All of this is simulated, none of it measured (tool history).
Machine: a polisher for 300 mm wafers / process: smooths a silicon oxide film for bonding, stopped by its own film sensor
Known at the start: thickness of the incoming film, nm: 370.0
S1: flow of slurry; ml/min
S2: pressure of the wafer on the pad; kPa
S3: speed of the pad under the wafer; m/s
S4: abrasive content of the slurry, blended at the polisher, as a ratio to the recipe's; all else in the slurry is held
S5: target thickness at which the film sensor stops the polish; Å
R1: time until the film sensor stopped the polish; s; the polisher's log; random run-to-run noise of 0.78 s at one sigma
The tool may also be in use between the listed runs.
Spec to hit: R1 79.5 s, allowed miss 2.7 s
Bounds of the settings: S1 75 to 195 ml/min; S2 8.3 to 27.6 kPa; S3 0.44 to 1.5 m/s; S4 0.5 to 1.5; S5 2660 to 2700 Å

run,hour,S1,S2,S3,S4,S5,R1
1,0,125,17.9,0.96,1,2700,108.69
2,2.6,125,16.5,0.96,1,2700,117.69
3,4,125,16.5,0.8,1,2700,127.93
4,5,125,16.5,0.8,0.85,2700,137.59
5,11.3,130,18.6,0.8,0.85,2700,120.68
6,17.8,130,18.6,0.8,0.7,2700,128.41
7,22.9,135,20.7,0.8,0.7,2700,116.4
8,24,140,22.8,0.8,0.7,2700,109.11
9,28.8,140,24.1,0.84,0.7,2700,101.08
10,30.6,145,24.8,0.88,0.7,2700,94.962
11,31.6,145,24.8,0.88,0.7,2700,94.47
12,33.5,145,25.5,0.9,0.7,2700,92.585
13,34.1,150,26.2,0.92,0.7,2700,88.318
14,41.1,150,26.9,0.94,0.7,2700,86.632
15,44.2,150,26.9,0.96,0.7,2700,85.661

Next run, 4 choices. One meets every target within its allowed miss, the rest don't. Which?
A,47.3,105,26.2,0.92,0.8,2700,?
B,47.3,165,24.8,0.92,0.75,2670,?
C,47.3,180,27.6,0.9,0.8,2700,?
D,47.3,145,26.9,0.96,0.6,2660,?

move,R1
A,88.896
B,91.872
C,80.025
D,92.38
A: misses by more than the last run did
B: misses by more than the last run did
C: hits every target within its allowed miss
D: misses by more than the last run did
Go with C: it meets all targets.
